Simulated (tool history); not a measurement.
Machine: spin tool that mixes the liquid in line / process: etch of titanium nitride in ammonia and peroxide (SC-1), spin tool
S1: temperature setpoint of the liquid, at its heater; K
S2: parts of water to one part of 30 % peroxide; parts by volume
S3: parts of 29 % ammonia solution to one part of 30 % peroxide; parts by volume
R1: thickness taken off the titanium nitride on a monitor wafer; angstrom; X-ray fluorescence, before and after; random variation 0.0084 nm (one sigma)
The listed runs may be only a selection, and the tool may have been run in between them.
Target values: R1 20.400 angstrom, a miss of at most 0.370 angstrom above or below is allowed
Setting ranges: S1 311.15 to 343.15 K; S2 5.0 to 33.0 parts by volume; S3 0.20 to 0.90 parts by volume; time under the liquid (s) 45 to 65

{"run": 1, "hour": 0.0, "S1": 327.15, "S2": 18.5, "S3": 0.5, "time under the liquid (s)": 65, "R1": 53.521}
{"run": 2, "hour": 1.9, "S1": 327.15, "S2": 18.5, "S3": 0.65, "time under the liquid (s)": 65, "R1": 56.002}
{"run": 3, "hour": 9.7, "S1": 323.65, "S2": 18.5, "S3": 0.65, "time under the liquid (s)": 65, "R1": 44.313}
{"run": 4, "hour": 10.5, "S1": 321.15, "S2": 18.5, "S3": 0.65, "time under the liquid (s)": 65, "R1": 37.271}
{"run": 5, "hour": 18.4, "S1": 319.15, "S2": 18.5, "S3": 0.65, "time under the liquid (s)": 65, "R1": 31.919}
{"run": 6, "hour": 22.8, "S1": 317.65, "S2": 18.5, "S3": 0.65, "time under the liquid (s)": 65, "R1": 28.876}
{"run": 7, "hour": 28.4, "S1": 316.65, "S2": 18.5, "S3": 0.65, "time under the liquid (s)": 65, "R1": 26.88}
{"run": 8, "hour": 29.2, "S1": 315.65, "S2": 18.5, "S3": 0.65, "time under the liquid (s)": 65, "R1": 24.85}
{"run": 9, "hour": 35.3, "S1": 315.15, "S2": 18.5, "S3": 0.65, "time under the liquid (s)": 65, "R1": 23.924}
{"run": 10, "hour": 36.5, "S1": 314.65, "S2": 18.5, "S3": 0.65, "time under the liquid (s)": 65, "R1": 23.241}
{"run": 11, "hour": 40.2, "S1": 314.15, "S2": 18.5, "S3": 0.65, "time under the liquid (s)": 65, "R1": 22.427}
{"run": 12, "hour": 41.7, "S1": 313.65, "S2": 18.5, "S3": 0.65, "time under the liquid (s)": 65, "R1": 21.565}

Which of these 5 next moves meets every target?
{"run": "A", "hour": 43.2, "S1": 313.65, "S2": 22.5, "S3": 0.85, "time under the liquid (s)": 65, "R1": "?"}
{"run": "B", "hour": 43.2, "S1": 316.65, "S2": 26.5, "S3": 0.75, "time under the liquid (s)": 65, "R1": "?"}
{"run": "C", "hour": 43.2, "S1": 316.15, "S2": 22.5, "S3": 0.55, "time under the liquid (s)": 65, "R1": "?"}
{"run": "D", "hour": 43.2, "S1": 317.15, "S2": 26.0, "S3": 0.5, "time under the liquid (s)": 65, "R1": "?"}
{"run": "E", "hour": 43.2, "S1": 315.65, "S2": 19.0, "S3": 0.7, "time under the liquid (s)": 50, "R1": "?"}

move=A R1=20.361
move=B R1=22.629
move=C R1=22.589
move=D R1=21.989
move=E R1=19.238
A: each result inside its tolerance
B: the biggest miss grows against the last run
C: the biggest miss grows against the last run
D: the biggest miss grows against the last run
E: takes the result that was furthest off past its target
Answer: A
